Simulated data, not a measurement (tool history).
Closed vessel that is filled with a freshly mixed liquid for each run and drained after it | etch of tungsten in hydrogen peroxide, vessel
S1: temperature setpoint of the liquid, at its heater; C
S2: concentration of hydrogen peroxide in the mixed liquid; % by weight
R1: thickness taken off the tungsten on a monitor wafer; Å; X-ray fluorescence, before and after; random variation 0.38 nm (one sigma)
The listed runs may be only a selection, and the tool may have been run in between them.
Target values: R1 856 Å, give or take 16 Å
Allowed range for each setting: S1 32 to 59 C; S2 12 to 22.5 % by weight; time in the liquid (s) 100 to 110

{"run": 1, "hour": 0.0, "S1": 43, "S2": 15.5, "time in the liquid (s)": 100, "R1": 1551.3}
{"run": 2, "hour": 7.3, "S1": 40, "S2": 15.5, "time in the liquid (s)": 100, "R1": 1262.3}
{"run": 3, "hour": 13.1, "S1": 45, "S2": 15.5, "time in the liquid (s)": 100, "R1": 1759.4}
{"run": 4, "hour": 20.8, "S1": 41.5, "S2": 15.5, "time in the liquid (s)": 100, "R1": 1406.7}
{"run": 5, "hour": 21.8, "S1": 41.5, "S2": 15.5, "time in the liquid (s)": 110, "R1": 1553.7}
{"run": 6, "hour": 26.7, "S1": 41.5, "S2": 15.5, "time in the liquid (s)": 100, "R1": 1403.3}
{"run": 7, "hour": 28.1, "S1": 39, "S2": 15.5, "time in the liquid (s)": 100, "R1": 1191.8}
{"run": 8, "hour": 34.2, "S1": 37.5, "S2": 15.5, "time in the liquid (s)": 100, "R1": 1088.1}
{"run": 9, "hour": 35.8, "S1": 36.5, "S2": 15.5, "time in the liquid (s)": 100, "R1": 1012.4}
{"run": 10, "hour": 43.2, "S1": 36.5, "S2": 15.5, "time in the liquid (s)": 100, "R1": 1016}
{"run": 11, "hour": 50.0, "S1": 33.5, "S2": 15.5, "time in the liquid (s)": 100, "R1": 824.79}

4 candidate next runs follow, results not yet known. Just one meets every target within its allowed miss. Identify it.
{"run": "A", "hour": 56.8, "S1": 35.5, "S2": 12.5, "time in the liquid (s)": 100, "R1": "?"}
{"run": "B", "hour": 56.8, "S1": 33, "S2": 19.5, "time in the liquid (s)": 100, "R1": "?"}
{"run": "C", "hour": 56.8, "S1": 34, "S2": 14, "time in the liquid (s)": 110, "R1": "?"}
{"run": "D", "hour": 56.8, "S1": 33.5, "S2": 15, "time in the liquid (s)": 100, "R1": "?"}

move=A R1=845.38
move=B R1=891.82
move=C R1=889.6
move=D R1=809.23
A: every result lands within tolerance
B: takes the biggest miss from the last run beyond its target
C: takes the biggest miss from the last run beyond its target
D: lands further from the targets than the last run did
Go with A: it meets all targets.
